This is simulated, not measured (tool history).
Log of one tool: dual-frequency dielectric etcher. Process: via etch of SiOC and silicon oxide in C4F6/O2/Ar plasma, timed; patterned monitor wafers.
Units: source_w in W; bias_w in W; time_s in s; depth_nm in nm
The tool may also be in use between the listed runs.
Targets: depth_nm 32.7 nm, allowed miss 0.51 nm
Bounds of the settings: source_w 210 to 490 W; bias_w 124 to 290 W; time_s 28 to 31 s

| run | day | source_w | bias_w | time_s | depth_nm |
|---|---|---|---|---|---|
| 1 | 0 | 350 | 207 | 31 | 36.235 |
| 2 | 0.246 | 350 | 207 | 31 | 36.2 |
| 3 | 0.421 | 350 | 239 | 31 | 37.516 |
| 4 | 0.554 | 340 | 238 | 31 | 37.172 |
| 5 | 0.892 | 330 | 237 | 31 | 37.01 |
| 6 | 1.225 | 320 | 234 | 31 | 36.718 |
| 7 | 1.429 | 310 | 229 | 31 | 36.078 |
| 8 | 1.562 | 300 | 226 | 31 | 35.676 |
| 9 | 1.771 | 290 | 224 | 31 | 35.262 |
| 10 | 1.875 | 280 | 222 | 31 | 34.804 |
| 11 | 1.929 | 270 | 221 | 31 | 34.701 |
| 12 | 2.204 | 270 | 219 | 31 | 34.698 |

Which of these 4 next moves meets every target?
| A | 2.479 | 260 | 232 | 31 | ? |
| B | 2.479 | 290 | 256 | 28.5 | ? |
| C | 2.479 | 240 | 214 | 30.5 | ? |
| D | 2.479 | 250 | 208 | 31 | ? |

| move | depth_nm |
|---|---|
| A | 34.811 |
| B | 33.713 |
| C | 32.93 |
| D | 33.514 |
A: further off than the last run
B: nearer than the last run, and not there yet
C: meets every target
D: nearer than the last run, and not there yet
The right move is C.
